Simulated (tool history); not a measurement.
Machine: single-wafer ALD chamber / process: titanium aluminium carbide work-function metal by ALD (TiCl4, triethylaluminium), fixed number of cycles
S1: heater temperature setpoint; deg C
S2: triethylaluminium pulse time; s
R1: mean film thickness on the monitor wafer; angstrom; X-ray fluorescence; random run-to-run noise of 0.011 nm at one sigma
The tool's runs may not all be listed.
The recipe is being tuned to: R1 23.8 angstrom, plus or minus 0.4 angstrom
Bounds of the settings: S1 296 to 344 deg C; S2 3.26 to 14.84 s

run	day	S1	S2	R1
1	0	320	9.05	19.8
2	0.167	329	9.05	20.726
3	0.192	329	10.13	21.245
4	0.492	323	10.13	20.621
5	0.783	327	10.13	21.106
6	0.9	330	10.54	21.671
7	1.217	333	10.79	21.899
8	1.45	335	11.2	22.311
9	1.633	337	11.5	22.741
10	1.921	337	11.5	22.741
11	2.058	337	11.5	22.78
12	2.333	338	11.65	22.8
13	2.629	338	11.65	22.929
14	2.9	339	11.78	22.957
15	2.958	340	11.96	23.353
16	3.058	341	12	23.076
# day 3.338: triethylaluminium bottle replaced
17	3.338	342	12.22	24.402
18	3.55	341	12.2	24.395
19	3.879	340	12.18	24.368

Next run, 5 choices. One meets every target within its allowed miss, the rest don't. Which?
A	4.208	344	7.73	?
B	4.208	344	14.84	?
C	4.208	336	8.19	?
D	4.208	344	12.06	?
E	4.208	337	10.48	?

move	R1
A	23.128
B	24.81
C	22.625
D	24.58
E	23.575
A: moves the result that the last run missed by most past its target, out the other side
B: misses by more than the last run did
C: moves the result that the last run missed by most past its target, out the other side
D: misses by more than the last run did
E: all results in spec
Answer: E
